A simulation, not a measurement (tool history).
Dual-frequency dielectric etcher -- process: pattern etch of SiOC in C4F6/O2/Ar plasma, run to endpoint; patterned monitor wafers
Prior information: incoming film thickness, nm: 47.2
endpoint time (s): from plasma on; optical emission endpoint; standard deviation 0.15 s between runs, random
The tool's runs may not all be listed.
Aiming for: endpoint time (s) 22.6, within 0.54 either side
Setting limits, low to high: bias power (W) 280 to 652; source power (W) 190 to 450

| run | hour | bias power (W) | source power (W) | endpoint time (s) |
|---|---|---|---|---|
| 1 | 0 | 466 | 320 | 20.279 |
| 2 | 7.3 | 531 | 320 | 19.36 |
| 3 | 10.7 | 495 | 310 | 20.143 |
| 4 | 14.5 | 468 | 300 | 20.965 |
| 5 | 19.7 | 451 | 300 | 21.099 |
| 6 | 27.3 | 435 | 300 | 21.139 |
| 7 | 29.6 | 419 | 300 | 21.573 |
| 8 | 35.6 | 419 | 300 | 21.417 |

Of the 4 settings listed for the next run, only one would bring every result within its allowed miss of target. Which one?
| A | 41.6 | 444 | 330 | ? |
| B | 41.6 | 447 | 300 | ? |
| C | 41.6 | 442 | 340 | ? |
| D | 41.6 | 411 | 280 | ? |

| move | endpoint time (s) |
|---|---|
| A | 20.021 |
| B | 20.881 |
| C | 19.779 |
| D | 22.203 |
A: misses by more than the last run did
B: misses by more than the last run did
C: misses by more than the last run did
D: all results land within tolerance of their targets
Move D is the one to make.
